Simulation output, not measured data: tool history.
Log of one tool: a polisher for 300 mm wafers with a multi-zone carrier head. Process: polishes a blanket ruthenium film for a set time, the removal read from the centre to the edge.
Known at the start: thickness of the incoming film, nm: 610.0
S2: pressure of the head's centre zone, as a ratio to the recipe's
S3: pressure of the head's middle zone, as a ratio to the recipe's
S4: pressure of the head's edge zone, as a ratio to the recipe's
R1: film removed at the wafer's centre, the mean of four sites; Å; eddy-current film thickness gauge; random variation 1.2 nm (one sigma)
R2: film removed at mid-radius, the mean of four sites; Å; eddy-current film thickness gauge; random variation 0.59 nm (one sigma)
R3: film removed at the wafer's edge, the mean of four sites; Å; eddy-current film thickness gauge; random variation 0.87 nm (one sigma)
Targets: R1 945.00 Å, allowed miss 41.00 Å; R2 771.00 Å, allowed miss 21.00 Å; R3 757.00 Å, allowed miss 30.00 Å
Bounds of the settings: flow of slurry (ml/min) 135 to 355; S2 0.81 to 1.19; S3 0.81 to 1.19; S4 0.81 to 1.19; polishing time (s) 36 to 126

{"run": 1, "hour": 0.0, "flow of slurry (ml/min)": 225, "S2": 1.0, "S3": 1.0, "S4": 1.0, "polishing time (s)": 81, "R1": 1241.7, "R2": 1159.3, "R3": 1087.8}
{"run": 2, "hour": 7.9, "flow of slurry (ml/min)": 220, "S2": 1.01, "S3": 0.96, "S4": 0.96, "polishing time (s)": 74, "R1": 1121.0, "R2": 1006.1, "R3": 1003.7}
{"run": 3, "hour": 12.7, "flow of slurry (ml/min)": 225, "S2": 1.04, "S3": 0.97, "S4": 0.94, "polishing time (s)": 67, "R1": 1070.6, "R2": 921.55, "R3": 884.88}
{"run": 4, "hour": 16.3, "flow of slurry (ml/min)": 170, "S2": 1.04, "S3": 0.97, "S4": 0.94, "polishing time (s)": 67, "R1": 1016.7, "R2": 883.87, "R3": 851.28}
{"run": 5, "hour": 24.7, "flow of slurry (ml/min)": 135, "S2": 1.04, "S3": 0.97, "S4": 0.94, "polishing time (s)": 67, "R1": 1013.3, "R2": 869.28, "R3": 846.46}
{"run": 6, "hour": 31.5, "flow of slurry (ml/min)": 135, "S2": 1.04, "S3": 0.97, "S4": 0.94, "polishing time (s)": 79, "R1": 1173.9, "R2": 1025.9, "R3": 1013.6}
{"run": 7, "hour": 32.1, "flow of slurry (ml/min)": 145, "S2": 1.05, "S3": 0.96, "S4": 0.93, "polishing time (s)": 73, "R1": 1109.0, "R2": 967.57, "R3": 946.58}
{"run": 8, "hour": 40.0, "flow of slurry (ml/min)": 150, "S2": 1.06, "S3": 0.96, "S4": 0.93, "polishing time (s)": 68, "R1": 1044.5, "R2": 900.22, "R3": 852.13}
{"run": 9, "hour": 41.5, "flow of slurry (ml/min)": 150, "S2": 1.07, "S3": 0.94, "S4": 0.93, "polishing time (s)": 65, "R1": 1013.5, "R2": 841.95, "R3": 831.69}
{"run": 10, "hour": 46.2, "flow of slurry (ml/min)": 150, "S2": 1.07, "S3": 0.94, "S4": 0.92, "polishing time (s)": 63, "R1": 950.53, "R2": 818.95, "R3": 793.62}
{"run": 11, "hour": 53.4, "flow of slurry (ml/min)": 150, "S2": 1.09, "S3": 0.93, "S4": 0.92, "polishing time (s)": 62, "R1": 969.03, "R2": 805.84, "R3": 771.95}

Which of these 4 next moves meets every target?
{"run": "A", "hour": 60.6, "flow of slurry (ml/min)": 170, "S2": 1.16, "S3": 0.93, "S4": 0.92, "polishing time (s)": 59, "R1": "?", "R2": "?", "R3": "?"}
{"run": "B", "hour": 60.6, "flow of slurry (ml/min)": 155, "S2": 1.19, "S3": 0.94, "S4": 0.95, "polishing time (s)": 60, "R1": "?", "R2": "?", "R3": "?"}
{"run": "C", "hour": 60.6, "flow of slurry (ml/min)": 145, "S2": 1.11, "S3": 0.95, "S4": 0.95, "polishing time (s)": 60, "R1": "?", "R2": "?", "R3": "?"}
{"run": "D", "hour": 60.6, "flow of slurry (ml/min)": 155, "S2": 1.03, "S3": 0.88, "S4": 0.98, "polishing time (s)": 58, "R1": "?", "R2": "?", "R3": "?"}

move=A R1=1000.80 R2=766.88 R3=755.40
move=B R1=1030.60 R2=776.75 R3=773.06
move=C R1=951.89 R2=776.36 R3=768.05
move=D R1=861.81 R2=716.11 R3=758.95
A: brings the result that was furthest off to its target, and leaves another outside
B: brings the result that was furthest off to its target, and leaves another outside
C: meets every target
D: takes the result that was furthest off past its target
Move C is the one to make.

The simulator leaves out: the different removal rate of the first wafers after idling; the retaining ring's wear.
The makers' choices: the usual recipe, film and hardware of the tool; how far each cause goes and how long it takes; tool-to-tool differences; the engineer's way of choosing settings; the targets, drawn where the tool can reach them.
